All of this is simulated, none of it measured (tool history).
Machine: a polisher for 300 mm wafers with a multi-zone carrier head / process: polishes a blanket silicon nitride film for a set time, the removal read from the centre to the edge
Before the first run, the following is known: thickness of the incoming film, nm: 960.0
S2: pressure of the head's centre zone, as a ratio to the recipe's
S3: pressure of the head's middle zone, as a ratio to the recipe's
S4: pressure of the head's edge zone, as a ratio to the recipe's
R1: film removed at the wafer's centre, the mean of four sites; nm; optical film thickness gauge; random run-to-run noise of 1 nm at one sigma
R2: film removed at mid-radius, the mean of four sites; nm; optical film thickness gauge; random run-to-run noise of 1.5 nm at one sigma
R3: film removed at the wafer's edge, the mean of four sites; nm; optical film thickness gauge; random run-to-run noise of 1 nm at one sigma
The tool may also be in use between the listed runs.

Run 1, hour 0: flow of slurry (ml/min) 130, S2 1, S3 1, S4 1, polishing time (s) 81. Result: R1 181.84 nm, R2 180.78 nm, R3 189.17 nm.
Run 2, hour 6.7: flow of slurry (ml/min) 105, S2 1, S3 1, S4 1, polishing time (s) 81. Result: R1 166.11 nm, R2 169.94 nm, R3 180.16 nm.
Run 3, hour 12.8: flow of slurry (ml/min) 105, S2 1, S3 1, S4 1.08, polishing time (s) 81. Result: R1 167.85 nm, R2 166.56 nm, R3 183.82 nm.
Run 4, hour 20.2: flow of slurry (ml/min) 100, S2 0.96, S3 1.01, S4 1.07, polishing time (s) 71. Result: R1 135.03 nm, R2 143.88 nm, R3 162.29 nm.
Run 5, hour 23: flow of slurry (ml/min) 100, S2 0.95, S3 1.03, S4 1.04, polishing time (s) 63. Result: R1 119.69 nm, R2 133.28 nm, R3 142 nm.
At hour 31.5: slurry nozzle cleaned.
Run 6, hour 31.5: flow of slurry (ml/min) 120, S2 0.95, S3 1.03, S4 1.04, polishing time (s) 63. Result: R1 137.01 nm, R2 146.04 nm, R3 150.84 nm.
Run 7, hour 35.1: flow of slurry (ml/min) 110, S2 0.93, S3 1.02, S4 1.02, polishing time (s) 59. Result: R1 123.25 nm, R2 131.66 nm, R3 141.04 nm.
Run 8, hour 39.7: flow of slurry (ml/min) 85, S2 0.83, S3 1.07, S4 0.92, polishing time (s) 44. Result: R1 73.806 nm, R2 95.612 nm, R3 95.602 nm.

The next listed run, before its measurement:
Run 9, hour 44.9: flow of slurry (ml/min) 95, S2 0.83, S3 1.06, S4 0.95, polishing time (s) 44. Result: R1 ?, R2 ?, R3 ?.

R1: 76.489 nm
R2: 98.366 nm
R3: 99.988 nm
